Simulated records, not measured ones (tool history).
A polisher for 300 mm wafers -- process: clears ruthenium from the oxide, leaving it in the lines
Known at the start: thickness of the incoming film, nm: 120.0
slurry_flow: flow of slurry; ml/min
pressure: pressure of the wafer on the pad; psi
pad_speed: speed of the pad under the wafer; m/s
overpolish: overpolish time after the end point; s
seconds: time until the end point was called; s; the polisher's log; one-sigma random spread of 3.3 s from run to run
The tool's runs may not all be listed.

run,hour,slurry_flow,pressure,pad_speed,overpolish,seconds
1,0,125,2.3,0.96,3,110.83
2,9,125,2.3,0.96,3,107.87
3,11,120,2,0.88,3,135.62
4,11.9,120,2,1.08,3,113.48
5,20.1,120,2,1.08,3,112.2
6,28.6,120,2,1.08,3,113.2
7,32.9,115,1.8,0.96,3,140.32
8,41.1,110,1.6,0.88,3,172.87
9,44.8,110,1.6,0.88,3,172.8
10,50.6,105,1.5,0.84,3,194.73

What does the tool deliver on the next run?
11,56.6,100,1.4,0.82,3,?

{"run 11": {"seconds": 218.86}}
